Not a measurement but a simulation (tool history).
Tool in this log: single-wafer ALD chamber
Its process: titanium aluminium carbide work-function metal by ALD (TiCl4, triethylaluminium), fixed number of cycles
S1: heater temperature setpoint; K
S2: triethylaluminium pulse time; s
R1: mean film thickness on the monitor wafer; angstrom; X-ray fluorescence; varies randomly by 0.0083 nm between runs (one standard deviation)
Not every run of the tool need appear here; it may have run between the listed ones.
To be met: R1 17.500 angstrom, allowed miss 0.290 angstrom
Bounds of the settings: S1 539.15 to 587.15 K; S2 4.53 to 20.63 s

run 1 hour=0.0 | S1=563.15 S2=12.58 | R1=19.311
run 2 hour=4.9 | S1=563.15 S2=15.99 | R1=19.638
run 3 hour=9.1 | S1=560.15 S2=15.61 | R1=19.131
run 4 hour=12.4 | S1=566.15 S2=15.61 | R1=19.757
run 5 hour=16.9 | S1=566.15 S2=12.69 | R1=19.623
run 6 hour=19.4 | S1=563.15 S2=12.47 | R1=19.345
run 7 hour=26.3 | S1=560.15 S2=12.29 | R1=18.963
run 8 hour=26.9 | S1=558.15 S2=12.14 | R1=18.880
run 9 hour=30.1 | S1=556.15 S2=11.98 | R1=18.691

Which one of the following 5 next-run settings gets every result inside its allowed miss? There is exactly one.
run A hour=33.3 | S1=546.15 S2=11.60 | R1=?
run B hour=33.3 | S1=552.15 S2=12.91 | R1=?
run C hour=33.3 | S1=542.15 S2=10.49 | R1=?
run D hour=33.3 | S1=539.15 S2=9.56 | R1=?
run E hour=33.3 | S1=544.15 S2=8.81 | R1=?

move=A R1=17.591
move=B R1=18.273
move=C R1=17.091
move=D R1=16.679
move=E R1=17.018
A: every result lands within tolerance
B: an improvement on the last run, though not all results are within tolerance
C: carries the result that was furthest off beyond its target, to the other side
D: carries the result that was furthest off beyond its target, to the other side
E: carries the result that was furthest off beyond its target, to the other side
The right move is A.
